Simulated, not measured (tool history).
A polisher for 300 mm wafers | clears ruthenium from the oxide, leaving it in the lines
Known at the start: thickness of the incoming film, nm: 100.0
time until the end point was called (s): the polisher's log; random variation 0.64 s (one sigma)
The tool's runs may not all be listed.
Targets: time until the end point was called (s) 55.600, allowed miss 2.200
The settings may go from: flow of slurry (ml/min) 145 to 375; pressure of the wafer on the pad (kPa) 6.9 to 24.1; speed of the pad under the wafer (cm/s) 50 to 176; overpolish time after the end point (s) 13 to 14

run,hour,flow of slurry (ml/min),pressure of the wafer on the pad (kPa),speed of the pad under the wafer (cm/s),overpolish time after the end point (s),time until the end point was called (s)
1,0.0,240,15.2,112,13,79.408
2,0.9,240,15.9,112,13,77.589
3,4.0,240,15.9,96,13,89.160
4,6.8,240,17.2,96,13,84.039
5,8.0,240,17.2,122,13,67.482
6,15.6,240,17.9,122,13,66.135
7,19.6,240,18.6,122,13,64.931
8,23.0,240,19.3,122,13,63.412
9,30.9,240,20.0,122,13,59.783
10,35.5,240,20.7,122,13,59.503

4 next moves are on the table. One of them brings every result within its allowed miss. Which?
A,40.1,270,20.7,128,14,?
B,40.1,265,18.6,124,13,?
C,40.1,180,24.1,128,13,?
D,40.1,255,22.1,114,13,?

move,time until the end point was called (s)
A,57.132
B,63.484
C,52.984
D,60.905
A: meets every target
B: further off than the last run
C: takes the result that was furthest off past its target
D: further off than the last run
The right move is A.

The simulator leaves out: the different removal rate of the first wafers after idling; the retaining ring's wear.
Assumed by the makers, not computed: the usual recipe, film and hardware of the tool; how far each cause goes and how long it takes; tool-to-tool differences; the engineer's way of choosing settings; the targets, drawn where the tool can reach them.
